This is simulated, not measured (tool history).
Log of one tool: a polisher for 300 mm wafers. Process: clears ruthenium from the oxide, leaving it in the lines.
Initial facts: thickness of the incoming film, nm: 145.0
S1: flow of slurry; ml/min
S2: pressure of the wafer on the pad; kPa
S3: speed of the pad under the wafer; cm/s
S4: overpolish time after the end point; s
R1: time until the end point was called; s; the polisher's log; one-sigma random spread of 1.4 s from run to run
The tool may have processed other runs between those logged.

run	hour	S1	S2	S3	S4	R1
1	0	270	10.3	120	35	144.74
2	8.7	270	11	120	35	138.47
3	12	270	11.7	122	35	129.6
4	18.9	270	11.7	122	38	129.35
5	22	270	12.4	122	38	126.16
6	26.1	270	12.4	122	35	125.22

Run 7 has not been measured yet. What should we expect?
7	33.4	270	12.4	122	35	?

Logged for run 7: R1 125.17 s.
